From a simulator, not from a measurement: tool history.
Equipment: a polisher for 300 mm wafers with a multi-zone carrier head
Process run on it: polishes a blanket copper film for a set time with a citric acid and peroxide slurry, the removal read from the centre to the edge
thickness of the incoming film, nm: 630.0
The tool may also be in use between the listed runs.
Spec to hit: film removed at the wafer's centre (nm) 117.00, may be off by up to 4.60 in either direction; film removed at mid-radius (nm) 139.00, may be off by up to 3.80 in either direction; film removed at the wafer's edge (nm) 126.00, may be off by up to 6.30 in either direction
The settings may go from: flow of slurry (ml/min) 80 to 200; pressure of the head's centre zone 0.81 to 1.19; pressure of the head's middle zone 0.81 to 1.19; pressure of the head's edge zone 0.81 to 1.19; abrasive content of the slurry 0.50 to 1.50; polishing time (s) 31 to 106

run	day	flow of slurry (ml/min)	pressure of the head's centre zone	pressure of the head's middle zone	pressure of the head's edge zone	abrasive content of the slurry	polishing time (s)	film removed at the wafer's centre (nm)	film removed at mid-radius (nm)	film removed at the wafer's edge (nm)
1	0.000	130	1.00	1.00	1.00	1.00	68	120.74	122.53	120.25
2	0.308	160	1.00	1.00	1.00	1.00	68	126.23	129.99	127.88
3	0.354	160	1.00	1.00	1.03	1.00	68	125.78	128.71	128.49
4	0.550	160	0.94	1.00	1.03	1.00	68	120.34	129.68	132.20
5	0.667	160	0.94	0.93	1.03	1.00	68	118.74	119.70	128.21
6	0.858	165	0.94	0.94	1.01	1.00	68	119.15	123.63	132.49
7	0.929	165	0.94	0.96	1.00	0.95	68	118.22	122.85	130.17
8	1.154	165	0.94	0.98	1.00	0.95	67	115.94	122.78	123.94
9	1.175	170	0.94	0.99	1.00	0.95	67	117.53	125.19	124.92
10	1.425	175	0.93	1.00	1.00	0.95	67	117.73	126.06	122.15
11	1.692	175	0.92	1.01	1.01	0.95	67	115.42	128.89	127.50
12	1.888	175	0.92	1.02	1.01	0.95	67	115.16	129.57	125.13
13	2.025	175	0.92	1.03	1.01	0.95	67	115.06	129.41	124.42
14	2.238	175	0.92	1.04	1.01	0.95	67	115.22	130.72	126.38
15	2.429	175	0.92	1.05	1.01	0.95	67	114.70	132.78	128.20

5 candidate next runs follow, results not yet known. Just one meets every target within its allowed miss. Identify it.
A	2.621	185	0.88	1.04	1.04	0.90	67	?	?	?
B	2.621	175	0.96	1.13	1.00	1.10	63	?	?	?
C	2.621	185	1.00	0.98	1.03	0.90	68	?	?	?
D	2.621	150	0.86	1.00	1.10	1.00	71	?	?	?
E	2.621	195	0.93	1.00	0.93	0.60	80	?	?	?

move	film removed at the wafer's centre (nm)	film removed at mid-radius (nm)	film removed at the wafer's edge (nm)
A	111.31	128.54	124.96
B	120.22	137.10	122.20
C	127.70	123.99	126.37
D	114.40	131.31	136.85
E	121.61	128.72	123.01
A: lands further from the targets than the last run did
B: meets every target
C: lands further from the targets than the last run did
D: lands further from the targets than the last run did
E: lands further from the targets than the last run did
B is the move that brings every result within its allowed miss.

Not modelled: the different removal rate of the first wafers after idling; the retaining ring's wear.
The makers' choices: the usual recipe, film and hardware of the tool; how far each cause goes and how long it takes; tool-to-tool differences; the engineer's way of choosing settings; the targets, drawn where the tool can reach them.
